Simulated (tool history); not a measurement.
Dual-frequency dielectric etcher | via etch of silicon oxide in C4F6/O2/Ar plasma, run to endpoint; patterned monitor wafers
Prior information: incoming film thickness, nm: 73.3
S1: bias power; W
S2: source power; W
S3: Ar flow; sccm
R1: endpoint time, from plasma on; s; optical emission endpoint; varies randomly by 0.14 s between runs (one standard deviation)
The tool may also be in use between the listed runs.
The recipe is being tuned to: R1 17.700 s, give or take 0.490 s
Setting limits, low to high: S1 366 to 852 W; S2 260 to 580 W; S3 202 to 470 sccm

| run | hour | S1 | S2 | S3 | R1 |
|---|---|---|---|---|---|
| 1 | 0.0 | 609 | 420 | 336 | 15.121 |
| 2 | 1.1 | 567 | 410 | 339 | 15.250 |
| 3 | 8.2 | 567 | 410 | 291 | 15.085 |
| 4 | 14.6 | 637 | 410 | 291 | 14.498 |
| 5 | 18.7 | 589 | 390 | 301 | 15.270 |
| 6 | 21.9 | 589 | 330 | 301 | 16.002 |
| 7 | 26.1 | 467 | 290 | 310 | 18.309 |
| 8 | 33.1 | 476 | 290 | 310 | 18.067 |

Which single option among these 4 for the next run brings every result within its allowed miss of target? Just one does.
| A | 40.1 | 460 | 270 | 330 | ? |
| B | 40.1 | 414 | 260 | 225 | ? |
| C | 40.1 | 467 | 290 | 319 | ? |
| D | 40.1 | 493 | 300 | 282 | ? |

| move | R1 |
|---|---|
| A | 19.139 |
| B | 18.684 |
| C | 18.428 |
| D | 17.529 |
A: moves away from the targets compared with the last run
B: moves away from the targets compared with the last run
C: moves away from the targets compared with the last run
D: each result inside its tolerance
Move D is the one to make.
